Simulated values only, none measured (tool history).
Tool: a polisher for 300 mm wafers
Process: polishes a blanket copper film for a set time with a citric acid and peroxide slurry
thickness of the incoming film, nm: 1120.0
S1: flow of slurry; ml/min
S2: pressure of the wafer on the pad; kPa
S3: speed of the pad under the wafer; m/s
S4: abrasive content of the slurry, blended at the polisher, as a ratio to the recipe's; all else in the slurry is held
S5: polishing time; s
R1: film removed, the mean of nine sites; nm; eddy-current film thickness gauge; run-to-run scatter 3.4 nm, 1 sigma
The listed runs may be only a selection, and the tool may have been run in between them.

run  hour   S1    S2    S3    S4   S5      R1
  1     0  230  18.6  1.02     1  112  199.72
  2   8.4  255  18.6  1.02     1  112  203.39
  3  14.1  255  18.6  0.84     1  112  177.88
  4  18.9  255  18.6  0.84  1.15  112  189.99
  5  20.6  300  18.6  0.84  1.15  112  196.33
     27.4  -- slurry blender recalibrated
  6  27.4  325  18.6  0.84  1.15  112  210.09

Estimate the outcome of run 7 from the log above:
  7  30.2  330  20  0.84  1.15  112   ?

{"run 7": {"R1": 217.26}}
